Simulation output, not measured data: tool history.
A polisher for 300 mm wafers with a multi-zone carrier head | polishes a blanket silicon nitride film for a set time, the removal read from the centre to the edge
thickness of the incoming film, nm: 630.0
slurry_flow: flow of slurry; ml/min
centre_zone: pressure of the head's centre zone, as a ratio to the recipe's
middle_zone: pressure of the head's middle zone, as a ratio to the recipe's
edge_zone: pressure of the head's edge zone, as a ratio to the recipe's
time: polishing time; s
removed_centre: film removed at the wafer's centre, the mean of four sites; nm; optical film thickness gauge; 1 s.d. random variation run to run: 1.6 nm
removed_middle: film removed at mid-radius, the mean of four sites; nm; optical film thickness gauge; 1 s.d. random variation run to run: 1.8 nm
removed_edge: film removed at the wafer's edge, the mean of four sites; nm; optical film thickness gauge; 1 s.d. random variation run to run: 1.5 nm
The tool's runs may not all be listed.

Run 1, hour 0.0: slurry_flow 120 ml/min, centre_zone 1.00, middle_zone 1.00, edge_zone 1.00, time 56 s. Result: removed_centre 188.09 nm, removed_middle 191.32 nm, removed_edge 200.90 nm.
Run 2, hour 6.4: slurry_flow 135 ml/min, centre_zone 1.00, middle_zone 1.00, edge_zone 1.00, time 56 s. Result: removed_centre 195.61 nm, removed_middle 197.72 nm, removed_edge 204.99 nm.
Run 3, hour 15.0: slurry_flow 130 ml/min, centre_zone 1.00, middle_zone 1.00, edge_zone 0.96, time 49 s. Result: removed_centre 169.85 nm, removed_middle 173.46 nm, removed_edge 172.05 nm.
Run 4, hour 20.2: slurry_flow 130 ml/min, centre_zone 0.92, middle_zone 1.00, edge_zone 0.96, time 49 s. Result: removed_centre 155.94 nm, removed_middle 173.11 nm, removed_edge 177.93 nm.
Run 5, hour 27.1: slurry_flow 125 ml/min, centre_zone 0.94, middle_zone 0.98, edge_zone 0.93, time 45 s. Result: removed_centre 145.73 nm, removed_middle 156.14 nm, removed_edge 158.74 nm.
At hour 34.1: edge zone pressure recalibrated.
Run 6, hour 34.1: slurry_flow 125 ml/min, centre_zone 1.01, middle_zone 0.98, edge_zone 0.93, time 45 s. Result: removed_centre 156.21 nm, removed_middle 154.59 nm, removed_edge 150.32 nm.
Run 7, hour 41.8: slurry_flow 115 ml/min, centre_zone 1.00, middle_zone 0.96, edge_zone 0.90, time 44 s. Result: removed_centre 143.49 nm, removed_middle 145.21 nm, removed_edge 140.85 nm.

The next listed run, before its measurement:
Run 8, hour 48.9: slurry_flow 85 ml/min, centre_zone 1.03, middle_zone 0.89, edge_zone 0.81, time 41 s. Result: removed_centre ?, removed_middle ?, removed_edge ?.

{"run 8": {"removed_centre": 128.87, "removed_middle": 113.83, "removed_edge": 119.94}}
